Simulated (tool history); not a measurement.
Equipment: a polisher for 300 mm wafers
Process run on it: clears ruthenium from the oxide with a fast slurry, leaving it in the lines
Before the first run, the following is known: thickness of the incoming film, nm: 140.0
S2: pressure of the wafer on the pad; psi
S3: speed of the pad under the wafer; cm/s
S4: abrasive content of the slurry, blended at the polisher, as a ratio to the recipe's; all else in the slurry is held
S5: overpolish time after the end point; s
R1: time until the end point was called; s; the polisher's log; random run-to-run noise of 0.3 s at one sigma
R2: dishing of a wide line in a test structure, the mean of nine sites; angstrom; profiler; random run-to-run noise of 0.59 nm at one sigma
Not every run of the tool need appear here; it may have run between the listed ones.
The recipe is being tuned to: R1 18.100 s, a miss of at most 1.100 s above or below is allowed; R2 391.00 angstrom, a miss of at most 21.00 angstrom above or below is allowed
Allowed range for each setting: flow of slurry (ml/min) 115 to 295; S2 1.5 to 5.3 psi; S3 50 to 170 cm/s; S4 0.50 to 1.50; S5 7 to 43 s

{"run": 1, "day": 0.0, "flow of slurry (ml/min)": 190, "S2": 3.4, "S3": 110, "S4": 1.0, "S5": 22, "R1": 25.65, "R2": 713.54}
{"run": 2, "day": 0.333, "flow of slurry (ml/min)": 190, "S2": 3.4, "S3": 134, "S4": 1.0, "S5": 22, "R1": 20.914, "R2": 810.4}
{"run": 3, "day": 0.492, "flow of slurry (ml/min)": 190, "S2": 3.4, "S3": 134, "S4": 1.0, "S5": 31, "R1": 21.455, "R2": 1015.9}
{"run": 4, "day": 0.708, "flow of slurry (ml/min)": 190, "S2": 2.6, "S3": 134, "S4": 1.0, "S5": 31, "R1": 27.085, "R2": 879.3}
{"run": 5, "day": 0.788, "flow of slurry (ml/min)": 210, "S2": 2.6, "S3": 134, "S4": 1.0, "S5": 31, "R1": 26.377, "R2": 880.03}
{"run": 6, "day": 0.975, "flow of slurry (ml/min)": 210, "S2": 3.3, "S3": 134, "S4": 1.0, "S5": 31, "R1": 21.308, "R2": 982.85}
{"run": 7, "day": 1.117, "flow of slurry (ml/min)": 230, "S2": 3.7, "S3": 124, "S4": 0.85, "S5": 25, "R1": 22.997, "R2": 829.74}
{"run": 8, "day": 1.317, "flow of slurry (ml/min)": 245, "S2": 3.1, "S3": 130, "S4": 1.0, "S5": 20, "R1": 22.738, "R2": 730.74}
{"run": 9, "day": 1.429, "flow of slurry (ml/min)": 220, "S2": 2.9, "S3": 130, "S4": 1.1, "S5": 17, "R1": 23.081, "R2": 647.41}
{"run": 10, "day": 1.479, "flow of slurry (ml/min)": 225, "S2": 2.5, "S3": 136, "S4": 1.2, "S5": 14, "R1": 24.421, "R2": 545.8}

Exactly one of the 4 candidate moves below puts every result within its allowed miss. Which one?
{"run": "A", "day": 1.529, "flow of slurry (ml/min)": 240, "S2": 2.8, "S3": 152, "S4": 1.4, "S5": 7, "R1": "?", "R2": "?"}
{"run": "B", "day": 1.529, "flow of slurry (ml/min)": 240, "S2": 2.3, "S3": 156, "S4": 1.35, "S5": 7, "R1": "?", "R2": "?"}
{"run": "C", "day": 1.529, "flow of slurry (ml/min)": 225, "S2": 3.5, "S3": 162, "S4": 1.2, "S5": 7, "R1": "?", "R2": "?"}
{"run": "D", "day": 1.529, "flow of slurry (ml/min)": 240, "S2": 3.1, "S3": 158, "S4": 1.3, "S5": 7, "R1": "?", "R2": "?"}

move=A R1=18.040 R2=389.82
move=B R1=21.303 R2=338.02
move=C R1=15.069 R2=452.84
move=D R1=16.429 R2=421.67
A: in spec on every target
B: takes the biggest miss from the last run beyond its target
C: nearer than the last run, and not there yet
D: nearer than the last run, and not there yet
So the answer is move A, the one that meets all the targets.
